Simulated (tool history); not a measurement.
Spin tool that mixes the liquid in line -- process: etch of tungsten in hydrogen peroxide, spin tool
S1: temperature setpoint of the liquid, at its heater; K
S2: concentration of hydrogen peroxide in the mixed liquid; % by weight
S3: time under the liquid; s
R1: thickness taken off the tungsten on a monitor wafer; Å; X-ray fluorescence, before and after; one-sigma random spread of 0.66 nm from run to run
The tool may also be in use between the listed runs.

run,hour,S1,S2,S3,R1
1,0,329.15,17,50,1351.1
2,1.5,327.65,17,50,1230.5
3,2.2,331.65,17,50,1552.1
4,5.9,329.65,17,50,1388.5
5,6.4,333.15,17,50,1694.9
6,14.5,330.65,17,50,1473.4
7,21,328.65,17,50,1331.3

Run 8 comes next. What will it give?
8,22.9,327.15,17,50,?

{"run 8": {"R1": 1201.8}}

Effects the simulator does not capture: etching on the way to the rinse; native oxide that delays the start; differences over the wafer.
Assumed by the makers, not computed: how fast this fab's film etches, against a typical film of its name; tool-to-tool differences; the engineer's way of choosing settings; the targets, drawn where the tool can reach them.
